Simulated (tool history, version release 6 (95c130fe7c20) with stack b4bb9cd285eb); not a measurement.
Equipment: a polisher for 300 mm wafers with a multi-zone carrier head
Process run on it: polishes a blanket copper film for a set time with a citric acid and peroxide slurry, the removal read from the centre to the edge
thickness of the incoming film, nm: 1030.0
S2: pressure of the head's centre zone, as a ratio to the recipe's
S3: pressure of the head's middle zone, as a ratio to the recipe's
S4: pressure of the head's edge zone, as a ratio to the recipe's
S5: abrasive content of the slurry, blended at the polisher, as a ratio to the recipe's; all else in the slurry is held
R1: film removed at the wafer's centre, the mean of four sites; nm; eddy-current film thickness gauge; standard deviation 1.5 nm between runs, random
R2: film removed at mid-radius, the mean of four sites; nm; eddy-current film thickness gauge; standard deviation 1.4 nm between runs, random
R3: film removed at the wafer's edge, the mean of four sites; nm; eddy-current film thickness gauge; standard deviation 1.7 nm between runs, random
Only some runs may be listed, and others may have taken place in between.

run 1 day=0 | flow_of_slurry_(ml/min)=280 S2=1 S3=1 S4=1 S5=1 polishing_time_(s)=74 | R1=149.88 R2=147.06 R3=143.07
run 2 day=0.288 | flow_of_slurry_(ml/min)=285 S2=1.01 S3=1 S4=1.04 S5=1.1 polishing_time_(s)=77 | R1=159.57 R2=155.29 R3=154.57
run 3 day=0.517 | flow_of_slurry_(ml/min)=290 S2=1.02 S3=1 S4=1.07 S5=1.2 polishing_time_(s)=80 | R1=169.17 R2=163.11 R3=167.34
run 4 day=0.821 | flow_of_slurry_(ml/min)=290 S2=1.02 S3=1 S4=1.07 S5=1.3 polishing_time_(s)=80 | R1=170.62 R2=164.65 R3=170.15
run 5 day=1.104 | flow_of_slurry_(ml/min)=290 S2=1.08 S3=1 S4=1.07 S5=1.3 polishing_time_(s)=80 | R1=177.89 R2=165.21 R3=169.68
run 6 day=1.15 | flow_of_slurry_(ml/min)=300 S2=1.09 S3=1.01 S4=1.09 S5=1.35 polishing_time_(s)=82 | R1=189.31 R2=169.4 R3=176.6

Run 7 comes next. What will it give?
run 7 day=1.279 | flow_of_slurry_(ml/min)=305 S2=1.08 S3=1.02 S4=1.11 S5=1.4 polishing_time_(s)=84 | R1=? R2=? R3=?

R1: 193.87 nm
R2: 177.25 nm
R3: 181.22 nm
